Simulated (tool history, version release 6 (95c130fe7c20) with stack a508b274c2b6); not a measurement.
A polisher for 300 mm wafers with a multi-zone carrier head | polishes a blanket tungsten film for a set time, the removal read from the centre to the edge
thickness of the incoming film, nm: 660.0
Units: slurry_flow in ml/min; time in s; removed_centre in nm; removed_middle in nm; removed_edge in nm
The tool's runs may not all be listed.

run 1 hour=0 | slurry_flow=135 centre_zone=1 middle_zone=1 edge_zone=1 slurry_solids=1 time=42 | removed_centre=243.76 removed_middle=241.9 removed_edge=250.45
run 2 hour=4.9 | slurry_flow=135 centre_zone=1 middle_zone=1 edge_zone=1 slurry_solids=1 time=37 | removed_centre=213.01 removed_middle=216.02 removed_edge=220.1
run 3 hour=9.1 | slurry_flow=140 centre_zone=1 middle_zone=1.02 edge_zone=1.03 slurry_solids=1.15 time=40 | removed_centre=242.57 removed_middle=240.77 removed_edge=251.26
run 4 hour=12.6 | slurry_flow=140 centre_zone=0.93 middle_zone=1.02 edge_zone=1.03 slurry_solids=1.15 time=40 | removed_centre=222.22 removed_middle=245.85 removed_edge=249.43
run 5 hour=20 | slurry_flow=145 centre_zone=0.94 middle_zone=1.04 edge_zone=1.05 slurry_solids=1.25 time=42 | removed_centre=244.77 removed_middle=271.08 removed_edge=270.14
run 6 hour=23.7 | slurry_flow=160 centre_zone=0.94 middle_zone=1.04 edge_zone=1.05 slurry_solids=1.25 time=42 | removed_centre=246.38 removed_middle=278.61 removed_edge=277.88
run 7 hour=28.9 | slurry_flow=165 centre_zone=0.96 middle_zone=1.05 edge_zone=1.07 slurry_solids=1.3 time=43 | removed_centre=261.71 removed_middle=288.75 removed_edge=283.87
run 8 hour=33.7 | slurry_flow=165 centre_zone=0.96 middle_zone=1.04 edge_zone=1.08 slurry_solids=1.35 time=45 | removed_centre=278.27 removed_middle=295.46 removed_edge=301.22
run 9 hour=39.2 | slurry_flow=170 centre_zone=0.96 middle_zone=1.05 edge_zone=1.09 slurry_solids=1.4 time=46 | removed_centre=284.54 removed_middle=309.75 removed_edge=308.26
run 10 hour=45.2 | slurry_flow=170 centre_zone=0.96 middle_zone=1.05 edge_zone=1.1 slurry_solids=1.4 time=47 | removed_centre=292.03 removed_middle=321.17 removed_edge=329.61
run 11 hour=53.3 | slurry_flow=175 centre_zone=0.97 middle_zone=1.05 edge_zone=1.11 slurry_solids=1.4 time=47 | removed_centre=290.66 removed_middle=321.15 removed_edge=322.09

Forecast run 12:
run 12 hour=58.3 | slurry_flow=175 centre_zone=0.98 middle_zone=1.05 edge_zone=1.11 slurry_solids=1.4 time=48 | removed_centre=? removed_middle=? removed_edge=?

removed_centre: 305.42 nm
removed_middle: 329.31 nm
removed_edge: 334.19 nm
